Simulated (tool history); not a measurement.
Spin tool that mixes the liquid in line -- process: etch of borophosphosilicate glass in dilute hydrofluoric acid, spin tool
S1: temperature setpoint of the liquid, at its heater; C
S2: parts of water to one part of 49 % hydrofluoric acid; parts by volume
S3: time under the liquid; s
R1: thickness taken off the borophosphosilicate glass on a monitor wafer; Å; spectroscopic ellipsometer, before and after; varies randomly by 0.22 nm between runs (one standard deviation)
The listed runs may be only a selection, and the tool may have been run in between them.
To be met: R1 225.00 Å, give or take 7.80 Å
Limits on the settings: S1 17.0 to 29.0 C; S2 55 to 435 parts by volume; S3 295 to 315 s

{"run": 1, "day": 0.0, "S1": 21.0, "S2": 245, "S3": 295, "R1": 343.0}
{"run": 2, "day": 0.371, "S1": 21.0, "S2": 245, "S3": 315, "R1": 357.14}
{"run": 3, "day": 0.746, "S1": 21.0, "S2": 245, "S3": 295, "R1": 342.33}
{"run": 4, "day": 0.879, "S1": 21.0, "S2": 320, "S3": 295, "R1": 244.1}
{"run": 5, "day": 1.154, "S1": 24.0, "S2": 320, "S3": 295, "R1": 270.69}
{"run": 6, "day": 1.275, "S1": 24.0, "S2": 320, "S3": 295, "R1": 272.19}
{"run": 7, "day": 1.338, "S1": 23.0, "S2": 320, "S3": 295, "R1": 260.32}
{"run": 8, "day": 1.558, "S1": 22.0, "S2": 320, "S3": 295, "R1": 250.18}
{"run": 9, "day": 1.933, "S1": 21.5, "S2": 320, "S3": 295, "R1": 249.95}
{"run": 10, "day": 2.062, "S1": 21.0, "S2": 320, "S3": 295, "R1": 238.84}
{"run": 11, "day": 2.129, "S1": 21.0, "S2": 320, "S3": 295, "R1": 242.51}
{"run": 12, "day": 2.404, "S1": 20.5, "S2": 320, "S3": 295, "R1": 240.76}
{"run": 13, "day": 2.488, "S1": 20.0, "S2": 320, "S3": 295, "R1": 233.21}

Which of these 5 next moves meets every target?
{"run": "A", "day": 2.571, "S1": 17.0, "S2": 350, "S3": 315, "R1": "?"}
{"run": "B", "day": 2.571, "S1": 20.5, "S2": 335, "S3": 295, "R1": "?"}
{"run": "C", "day": 2.571, "S1": 23.5, "S2": 335, "S3": 295, "R1": "?"}
{"run": "D", "day": 2.571, "S1": 23.0, "S2": 360, "S3": 315, "R1": "?"}
{"run": "E", "day": 2.571, "S1": 22.0, "S2": 345, "S3": 315, "R1": "?"}

move=A R1=197.18
move=B R1=221.83
move=C R1=246.34
move=D R1=235.17
move=E R1=240.33
A: moves the result that the last run missed by most past its target, out the other side
B: each result inside its tolerance
C: its largest miss is bigger than the last run's
D: its largest miss is bigger than the last run's
E: its largest miss is bigger than the last run's
Move B is the one to make.

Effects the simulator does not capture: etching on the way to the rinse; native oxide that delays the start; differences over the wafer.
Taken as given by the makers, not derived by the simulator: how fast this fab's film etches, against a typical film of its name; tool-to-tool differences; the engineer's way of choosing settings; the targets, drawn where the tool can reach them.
